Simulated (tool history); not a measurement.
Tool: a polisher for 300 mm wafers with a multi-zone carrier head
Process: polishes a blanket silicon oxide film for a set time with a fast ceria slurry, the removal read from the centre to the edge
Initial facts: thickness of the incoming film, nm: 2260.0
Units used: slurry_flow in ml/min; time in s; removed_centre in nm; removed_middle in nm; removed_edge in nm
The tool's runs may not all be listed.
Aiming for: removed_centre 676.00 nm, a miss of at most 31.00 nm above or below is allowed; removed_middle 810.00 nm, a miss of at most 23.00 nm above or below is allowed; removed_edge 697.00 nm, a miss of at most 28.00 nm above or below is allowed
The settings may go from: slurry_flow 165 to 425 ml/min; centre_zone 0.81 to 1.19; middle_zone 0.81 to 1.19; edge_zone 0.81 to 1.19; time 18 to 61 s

run	hour	slurry_flow	centre_zone	middle_zone	edge_zone	time	removed_centre	removed_middle	removed_edge
1	0.0	275	1.00	1.00	1.00	39	487.54	493.79	470.17
2	0.6	280	1.00	1.04	1.03	42	513.77	547.58	512.47
3	6.9	280	1.00	1.04	1.03	33	406.89	428.97	400.57
4	7.6	305	1.00	1.04	1.03	33	410.78	436.12	411.16
5	11.9	320	1.01	1.07	1.04	37	472.23	495.56	458.79
6	12.9	320	1.00	1.09	1.04	41	511.73	562.37	498.37
7	16.8	320	1.00	1.10	1.06	44	533.66	608.91	541.34
8	25.6	325	1.01	1.11	1.07	46	590.05	635.65	563.12
9	28.0	330	1.00	1.11	1.07	48	584.01	672.69	599.90

4 candidate next runs follow, results not yet known. Just one meets every target within its allowed miss. Identify it.
A	30.4	295	1.04	0.96	1.18	61	?	?	?
B	30.4	305	1.00	1.13	1.16	55	?	?	?
C	30.4	305	0.96	1.15	1.08	56	?	?	?
D	30.4	330	1.05	1.15	1.07	53	?	?	?

move	removed_centre	removed_middle	removed_edge
A	774.60	753.02	797.01
B	678.51	782.52	713.30
C	667.25	809.10	703.74
D	687.47	771.09	667.14
A: gains on the last run, yet a result remains outside its allowed miss
B: gains on the last run, yet a result remains outside its allowed miss
C: meets every target
D: gains on the last run, yet a result remains outside its allowed miss
Go with C: it meets all targets.
